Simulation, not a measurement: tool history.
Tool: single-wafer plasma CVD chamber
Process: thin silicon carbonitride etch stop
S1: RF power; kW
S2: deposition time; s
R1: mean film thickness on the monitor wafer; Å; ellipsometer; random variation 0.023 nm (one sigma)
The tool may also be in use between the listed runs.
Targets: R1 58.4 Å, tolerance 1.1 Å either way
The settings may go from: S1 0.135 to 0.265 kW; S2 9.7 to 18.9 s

run,hour,S1,S2,R1
1,0,0.2,14.3,77.268
2,7.2,0.19,13.7,73.926
3,10.5,0.175,13.7,72.385
4,11.3,0.17,13.1,69.277
5,19.5,0.165,12.6,65.918
6,24.9,0.155,12.6,65.553
7,27.8,0.145,10.8,55.406
8,34.7,0.145,10.8,55.609
9,40.6,0.15,10.9,56.805
10,42.5,0.155,10.9,56.793

Below are 4 possible settings for the next run. Only one of them brings all results inside the allowed miss of their targets. Which is it?
A,44.4,0.165,11.8,?
B,44.4,0.16,11.9,?
C,44.4,0.215,11.1,?
D,44.4,0.2,10.8,?

move,R1
A,62.126
B,62.336
C,61.221
D,58.785
A: the result that was furthest off in the last run now lies on the other side of its target
B: the result that was furthest off in the last run now lies on the other side of its target
C: the result that was furthest off in the last run now lies on the other side of its target
D: each result inside its tolerance
So the answer is move D, the one that meets all the targets.
